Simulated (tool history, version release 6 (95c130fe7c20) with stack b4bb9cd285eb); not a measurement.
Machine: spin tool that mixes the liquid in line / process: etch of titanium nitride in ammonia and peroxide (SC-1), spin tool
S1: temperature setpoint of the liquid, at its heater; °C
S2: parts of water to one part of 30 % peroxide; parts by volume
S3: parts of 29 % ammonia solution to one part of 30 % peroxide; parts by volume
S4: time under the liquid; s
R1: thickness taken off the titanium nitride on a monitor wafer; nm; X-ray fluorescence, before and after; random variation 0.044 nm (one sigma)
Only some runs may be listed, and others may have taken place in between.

run,day,S1,S2,S3,S4,R1
1,0.000,61.0,18.5,0.8,60,5.6295
2,0.258,61.5,18.5,0.8,60,5.8058
3,0.475,61.5,18.5,0.8,60,5.8193
4,0.567,62.0,18.5,0.8,60,5.9835
5,0.788,62.0,18.5,0.8,45,4.4843
6,1.138,62.0,16.0,0.8,45,4.8629
7,1.354,62.0,16.0,0.8,45,4.8931
8,1.679,62.5,16.0,0.8,45,5.0775
9,1.867,63.0,16.0,0.8,45,5.1509
10,1.946,67.0,16.0,0.8,45,6.6849

Run 11 is up next; what results do you expect?
11,2.175,66.5,16.0,0.8,45,?

{"run 11": {"R1": 6.607}}
